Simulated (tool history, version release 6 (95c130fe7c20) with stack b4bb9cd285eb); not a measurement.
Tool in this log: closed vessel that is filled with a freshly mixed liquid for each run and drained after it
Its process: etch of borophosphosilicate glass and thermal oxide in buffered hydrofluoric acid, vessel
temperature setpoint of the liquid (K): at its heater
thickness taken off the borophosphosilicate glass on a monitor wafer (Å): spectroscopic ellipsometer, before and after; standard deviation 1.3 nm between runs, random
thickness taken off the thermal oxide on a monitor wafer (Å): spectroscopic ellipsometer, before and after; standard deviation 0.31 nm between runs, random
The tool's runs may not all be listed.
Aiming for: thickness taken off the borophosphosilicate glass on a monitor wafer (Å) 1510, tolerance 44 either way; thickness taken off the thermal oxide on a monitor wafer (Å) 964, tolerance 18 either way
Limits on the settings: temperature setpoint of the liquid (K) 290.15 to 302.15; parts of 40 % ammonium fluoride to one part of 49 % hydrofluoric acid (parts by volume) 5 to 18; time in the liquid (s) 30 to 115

run,hour,temperature setpoint of the liquid (K),parts of 40 % ammonium fluoride to one part of 49 % hydrofluoric acid (parts by volume),time in the liquid (s),thickness taken off the borophosphosilicate glass on a monitor wafer (Å),thickness taken off the thermal oxide on a monitor wafer (Å)
1,0,294.15,11,60,942.82,606.73
2,7.7,294.15,11,80,1254.5,807.51
3,11.8,294.15,11,55,880.95,553.09
4,18.8,294.15,12.5,55,759.77,489.48
5,20,295.65,12,55,870.27,553.32
6,22.8,296.65,11.5,55,957.77,610.22
7,27.9,297.65,11,55,1034.3,673.18
8,28.5,301.15,8.5,55,1560.9,1009.6
9,31.4,300.65,8.5,55,1529.4,984.78

Exercise: of the 5 proposed moves below, exactly one satisfies all targets within the stated allowed misses. Which move is it?
A,34.3,297.65,6.5,50,?,?
B,34.3,302.15,18,105,?,?
C,34.3,299.65,9.5,65,?,?
D,34.3,302.15,13.5,80,?,?
E,34.3,295.65,6,50,?,?

move,thickness taken off the borophosphosilicate glass on a monitor wafer (Å),thickness taken off the thermal oxide on a monitor wafer (Å)
A,1567.4,1000.1
B,1558.1,1004.2
C,1557.5,999.46
D,1575.6,1014.4
E,1511.9,961.78
A: lands further from the targets than the last run did
B: lands further from the targets than the last run did
C: lands further from the targets than the last run did
D: lands further from the targets than the last run did
E: all results in spec
Move E is the one to make.
